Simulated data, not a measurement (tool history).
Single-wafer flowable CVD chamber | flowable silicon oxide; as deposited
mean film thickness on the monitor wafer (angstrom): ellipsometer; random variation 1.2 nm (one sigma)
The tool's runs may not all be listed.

run,hour,heater temperature setpoint (K),chamber pressure (mTorr),RF power (W),deposition time (s),mean film thickness on the monitor wafer (angstrom)
1,0.0,373.15,1070,1635,223,1710.7
2,5.0,383.15,1070,1635,223,1258.4
3,12.8,376.15,1070,1635,223,1557.5
4,19.1,371.15,1070,1635,223,1795.5
5,20.3,371.15,1140,1635,223,1919.2
6,23.5,367.15,1140,1635,223,2161.6

Forecast run 7:
7,26.2,364.15,1140,1635,223,?

mean film thickness on the monitor wafer (angstrom): 2343.7
